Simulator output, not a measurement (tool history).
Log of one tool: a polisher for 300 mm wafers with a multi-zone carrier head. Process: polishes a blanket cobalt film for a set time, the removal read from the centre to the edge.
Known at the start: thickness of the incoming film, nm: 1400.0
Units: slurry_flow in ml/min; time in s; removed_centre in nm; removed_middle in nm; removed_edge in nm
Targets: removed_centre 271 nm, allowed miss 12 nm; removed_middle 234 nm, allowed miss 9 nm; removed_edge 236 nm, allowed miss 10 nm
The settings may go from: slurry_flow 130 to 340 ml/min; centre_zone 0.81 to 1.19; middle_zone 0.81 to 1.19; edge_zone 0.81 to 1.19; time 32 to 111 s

run 1 hour=0 | slurry_flow=220 centre_zone=1 middle_zone=1 edge_zone=1 time=71 | removed_centre=211.19 removed_middle=202.42 removed_edge=199.61
run 2 hour=6.3 | slurry_flow=230 centre_zone=1.04 middle_zone=1.01 edge_zone=1.04 time=73 | removed_centre=230.8 removed_middle=215.27 removed_edge=211.03
run 3 hour=9.5 | slurry_flow=205 centre_zone=1.04 middle_zone=1.01 edge_zone=1.04 time=73 | removed_centre=221.07 removed_middle=209.08 removed_edge=208.55
run 4 hour=16.8 | slurry_flow=205 centre_zone=1.04 middle_zone=1.08 edge_zone=1.04 time=73 | removed_centre=222.43 removed_middle=219.91 removed_edge=206.47
run 5 hour=21 | slurry_flow=175 centre_zone=1.04 middle_zone=1.08 edge_zone=1.04 time=73 | removed_centre=216.87 removed_middle=213.36 removed_edge=206.19
run 6 hour=21.9 | slurry_flow=195 centre_zone=1.08 middle_zone=1.06 edge_zone=1.08 time=74 | removed_centre=236.46 removed_middle=218.81 removed_edge=216.5
run 7 hour=30.6 | slurry_flow=210 centre_zone=1.1 middle_zone=1.06 edge_zone=1.1 time=75 | removed_centre=245.48 removed_middle=226.71 removed_edge=222.58
run 8 hour=37 | slurry_flow=220 centre_zone=1.12 middle_zone=1.05 edge_zone=1.12 time=75 | removed_centre=251.16 removed_middle=224.75 removed_edge=223.13
run 9 hour=45.1 | slurry_flow=225 centre_zone=1.13 middle_zone=1.05 edge_zone=1.13 time=76 | removed_centre=253.9 removed_middle=226.84 removed_edge=234.35

5 next moves are on the table. One of them brings every result within its allowed miss. Which?
run A hour=53.2 | slurry_flow=330 centre_zone=1.16 middle_zone=1.06 edge_zone=1.18 time=75 | removed_centre=? removed_middle=? removed_edge=?
run B hour=53.2 | slurry_flow=230 centre_zone=1.11 middle_zone=1.09 edge_zone=1.07 time=75 | removed_centre=? removed_middle=? removed_edge=?
run C hour=53.2 | slurry_flow=300 centre_zone=1.05 middle_zone=1.13 edge_zone=0.97 time=76 | removed_centre=? removed_middle=? removed_edge=?
run D hour=53.2 | slurry_flow=240 centre_zone=0.99 middle_zone=1.15 edge_zone=1.09 time=79 | removed_centre=? removed_middle=? removed_edge=?
run E hour=53.2 | slurry_flow=300 centre_zone=1.11 middle_zone=1.16 edge_zone=1.03 time=75 | removed_centre=? removed_middle=? removed_edge=?

move=A removed_centre=272.34 removed_middle=235.5 removed_edge=243.2
move=B removed_centre=249.05 removed_middle=231.63 removed_edge=224.14
move=C removed_centre=247.22 removed_middle=249.97 removed_edge=221.68
move=D removed_centre=235.37 removed_middle=257.09 removed_edge=239.14
move=E removed_centre=258.07 removed_middle=252.21 removed_edge=225.11
A: meets every target
B: further off than the last run
C: further off than the last run
D: further off than the last run
E: further off than the last run
The right move is A.
